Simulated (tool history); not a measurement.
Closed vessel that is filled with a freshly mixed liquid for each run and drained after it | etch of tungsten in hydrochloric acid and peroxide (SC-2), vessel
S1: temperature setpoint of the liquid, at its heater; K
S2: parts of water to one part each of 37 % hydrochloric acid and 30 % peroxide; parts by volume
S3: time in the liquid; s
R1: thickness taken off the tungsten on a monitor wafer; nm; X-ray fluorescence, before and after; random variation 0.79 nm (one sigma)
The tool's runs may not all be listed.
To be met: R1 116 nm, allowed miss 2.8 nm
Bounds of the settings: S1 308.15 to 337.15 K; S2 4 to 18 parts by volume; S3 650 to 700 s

{"run": 1, "hour": 0.0, "S1": 321.15, "S2": 10, "S3": 650, "R1": 60.499}
{"run": 2, "hour": 2.5, "S1": 321.15, "S2": 11.5, "S3": 650, "R1": 53.765}
{"run": 3, "hour": 8.8, "S1": 323.65, "S2": 11.5, "S3": 650, "R1": 64.082}
{"run": 4, "hour": 15.0, "S1": 325.65, "S2": 11.5, "S3": 650, "R1": 73.401}
{"run": 5, "hour": 20.2, "S1": 325.65, "S2": 9, "S3": 650, "R1": 89.336}
{"run": 6, "hour": 23.5, "S1": 325.65, "S2": 11, "S3": 650, "R1": 76.636}
{"run": 7, "hour": 29.1, "S1": 333.15, "S2": 11, "S3": 650, "R1": 121.82}
{"run": 8, "hour": 36.6, "S1": 332.65, "S2": 11, "S3": 650, "R1": 119.13}

Which of these 4 next moves meets every target?
{"run": "A", "hour": 44.1, "S1": 337.15, "S2": 16.5, "S3": 685, "R1": "?"}
{"run": "B", "hour": 44.1, "S1": 331.65, "S2": 11.5, "S3": 675, "R1": "?"}
{"run": "C", "hour": 44.1, "S1": 329.15, "S2": 8, "S3": 650, "R1": "?"}
{"run": "D", "hour": 44.1, "S1": 329.65, "S2": 10.5, "S3": 700, "R1": "?"}

move=A R1=115.62
move=B R1=110.85
move=C R1=122.86
move=D R1=109.3
A: meets every target
B: takes the result that was furthest off past its target
C: further off than the last run
D: takes the result that was furthest off past its target
Answer: A
